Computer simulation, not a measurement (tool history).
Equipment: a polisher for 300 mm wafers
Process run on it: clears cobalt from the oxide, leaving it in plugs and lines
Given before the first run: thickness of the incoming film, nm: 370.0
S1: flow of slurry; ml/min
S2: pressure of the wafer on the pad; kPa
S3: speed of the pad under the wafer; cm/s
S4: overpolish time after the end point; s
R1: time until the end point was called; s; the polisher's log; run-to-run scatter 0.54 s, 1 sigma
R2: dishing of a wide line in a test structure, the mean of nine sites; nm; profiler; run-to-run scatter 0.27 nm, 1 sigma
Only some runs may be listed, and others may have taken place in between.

run	hour	S1	S2	S3	S4	R1	R2
1	0.0	265	13.1	92	10	101.360	13.116
2	2.0	265	13.1	78	10	115.200	12.170
3	8.1	265	13.8	78	10	111.070	12.446
4	12.7	265	14.5	78	9	104.960	12.288
5	20.1	265	15.2	78	9	101.840	12.829
6	21.5	265	13.1	78	9	115.560	12.119
7	27.9	270	13.8	78	8	110.220	11.557
8	30.2	275	14.5	78	8	104.990	11.919
9	33.3	275	14.5	78	8	105.320	12.211
10	40.6	265	15.2	80	7	97.967	11.804

Run 11 is up next; what results do you expect?
11	43.8	265	15.9	80	7	?	?

R1: 96.669 s
R2: 11.529 nm
